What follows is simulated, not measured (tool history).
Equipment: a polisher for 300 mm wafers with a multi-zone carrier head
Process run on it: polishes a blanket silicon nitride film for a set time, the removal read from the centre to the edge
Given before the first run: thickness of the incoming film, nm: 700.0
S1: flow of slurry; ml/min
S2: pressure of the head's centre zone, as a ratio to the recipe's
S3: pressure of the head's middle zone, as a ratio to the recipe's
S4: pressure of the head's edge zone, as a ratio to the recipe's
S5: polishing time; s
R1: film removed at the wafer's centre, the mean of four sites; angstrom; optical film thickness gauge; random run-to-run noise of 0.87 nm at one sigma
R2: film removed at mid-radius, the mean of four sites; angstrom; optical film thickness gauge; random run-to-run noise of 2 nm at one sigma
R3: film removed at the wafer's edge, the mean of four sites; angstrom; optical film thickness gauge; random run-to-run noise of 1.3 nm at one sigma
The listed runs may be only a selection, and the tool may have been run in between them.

| run | hour | S1 | S2 | S3 | S4 | S5 | R1 | R2 | R3 |
|---|---|---|---|---|---|---|---|---|---|
| 1 | 0 | 320 | 1 | 1 | 1 | 84 | 1041 | 1057.7 | 1049.4 |
| 2 | 7.7 | 320 | 1 | 0.97 | 1 | 84 | 1048 | 1032.9 | 1061.9 |
| 3 | 13.9 | 320 | 1.05 | 0.97 | 1 | 84 | 1086.7 | 1033.2 | 1072.2 |
| 4 | 18.9 | 320 | 1.05 | 0.91 | 1 | 84 | 1098.1 | 973.34 | 1040.6 |
| 5 | 26.3 | 320 | 1.05 | 0.91 | 1 | 65 | 850.34 | 747.63 | 818.33 |
| 6 | 32.7 | 320 | 1.05 | 0.87 | 1 | 65 | 842.63 | 712.4 | 825.99 |

For run 7, what comes out?
| 7 | 40.7 | 320 | 1.02 | 0.89 | 1.04 | 76 | ? | ? | ? |

Run 7 gave R1 969.01 angstrom, R2 835.83 angstrom, R3 979.06 angstrom.
